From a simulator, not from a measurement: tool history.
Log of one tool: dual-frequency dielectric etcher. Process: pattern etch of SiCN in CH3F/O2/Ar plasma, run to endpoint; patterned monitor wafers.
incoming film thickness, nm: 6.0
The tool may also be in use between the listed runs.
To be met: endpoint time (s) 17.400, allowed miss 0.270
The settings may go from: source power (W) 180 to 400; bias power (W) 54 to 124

run  hour  source power (W)  bias power (W)  endpoint time (s)
  1   0.0               290              89             16.148
  2   5.5               330              89             15.115
  3  12.8               310              88             15.724
  4  14.0               310              80             16.714
  5  17.6               310              94             15.223
  6  18.4               290              94             15.662
  7  24.8               270              94             16.150
  8  31.6               260              94             16.504
  9  39.8               250              94             16.837

Which of these 5 next moves meets every target?
  A  48.0               270              95                  ?
  B  48.0               230              95                  ?
  C  48.0               230             103                  ?
  D  48.0               240             104                  ?
  E  48.0               260              93                  ?

move  endpoint time (s)
   A             16.129
   B             17.469
   C             16.651
   D             16.206
   E             16.638
A: further off than the last run
B: meets every target
C: further off than the last run
D: further off than the last run
E: further off than the last run
Answer: B
